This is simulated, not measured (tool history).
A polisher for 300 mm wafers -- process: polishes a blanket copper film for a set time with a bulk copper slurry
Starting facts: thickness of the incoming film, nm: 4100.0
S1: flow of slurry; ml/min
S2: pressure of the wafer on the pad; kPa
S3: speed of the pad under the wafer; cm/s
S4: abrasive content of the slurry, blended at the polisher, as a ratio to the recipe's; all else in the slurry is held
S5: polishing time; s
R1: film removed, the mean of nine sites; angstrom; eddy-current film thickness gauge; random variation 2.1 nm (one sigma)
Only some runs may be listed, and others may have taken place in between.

{"run": 1, "hour": 0.0, "S1": 150, "S2": 16.5, "S3": 94, "S4": 1.0, "S5": 58, "R1": 3493.0}
{"run": 2, "hour": 3.4, "S1": 150, "S2": 15.2, "S3": 94, "S4": 1.0, "S5": 58, "R1": 3212.4}
{"run": 3, "hour": 6.6, "S1": 150, "S2": 14.5, "S3": 94, "S4": 1.0, "S5": 58, "R1": 3196.8}
{"run": 4, "hour": 8.4, "S1": 150, "S2": 14.5, "S3": 94, "S4": 1.0, "S5": 61, "R1": 3357.6}
{"run": 5, "hour": 11.9, "S1": 150, "S2": 13.8, "S3": 92, "S4": 1.0, "S5": 61, "R1": 3115.3}
{"run": 6, "hour": 18.1, "S1": 150, "S2": 13.1, "S3": 92, "S4": 1.0, "S5": 61, "R1": 2955.3}
{"run": 7, "hour": 25.4, "S1": 150, "S2": 12.4, "S3": 92, "S4": 1.0, "S5": 61, "R1": 2856.2}

Forecast run 8:
{"run": 8, "hour": 30.3, "S1": 150, "S2": 11.7, "S3": 92, "S4": 1.0, "S5": 61, "R1": "?"}

R1: 2672.7 angstrom

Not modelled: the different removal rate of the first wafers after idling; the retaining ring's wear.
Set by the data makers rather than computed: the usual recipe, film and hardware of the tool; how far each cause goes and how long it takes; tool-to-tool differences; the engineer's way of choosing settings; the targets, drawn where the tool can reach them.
